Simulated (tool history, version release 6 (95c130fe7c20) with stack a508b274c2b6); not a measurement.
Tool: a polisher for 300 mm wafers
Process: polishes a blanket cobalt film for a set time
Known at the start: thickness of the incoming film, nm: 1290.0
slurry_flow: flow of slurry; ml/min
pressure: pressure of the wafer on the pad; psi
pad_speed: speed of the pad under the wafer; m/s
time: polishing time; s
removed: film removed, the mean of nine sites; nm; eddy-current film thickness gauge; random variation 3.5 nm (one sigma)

| run | hour | slurry_flow | pressure | pad_speed | time | removed |
|---|---|---|---|---|---|---|
| 1 | 0.0 | 255 | 1.4 | 1.22 | 103 | 475.53 |
| 2 | 2.7 | 255 | 1.3 | 1.22 | 103 | 444.39 |
| 3 | 5.3 | 250 | 1.2 | 1.22 | 103 | 406.76 |
| 4 | 10.0 | 245 | 1.2 | 1.22 | 103 | 410.37 |
| 5 | 11.6 | 245 | 1.2 | 1.48 | 103 | 475.87 |
| 6 | 19.6 | 240 | 1.0 | 1.48 | 103 | 398.68 |
| 7 | 24.4 | 235 | 1.0 | 1.48 | 103 | 401.56 |
| 8 | 30.7 | 230 | 1.0 | 1.48 | 103 | 399.48 |
| 9 | 38.8 | 220 | 1.0 | 1.48 | 103 | 393.50 |
| 10 | 42.1 | 215 | 1.0 | 1.48 | 103 | 394.15 |
| 11 | 50.4 | 215 | 0.9 | 1.48 | 103 | 357.20 |
| 12 | 53.7 | 225 | 1.0 | 1.48 | 103 | 392.68 |
| 13 | 58.3 | 225 | 1.0 | 1.48 | 103 | 395.79 |

The next listed run, before its measurement:
| 14 | 64.7 | 220 | 1.0 | 1.48 | 103 | ? |

Run 14 gave removed 394.27 nm.
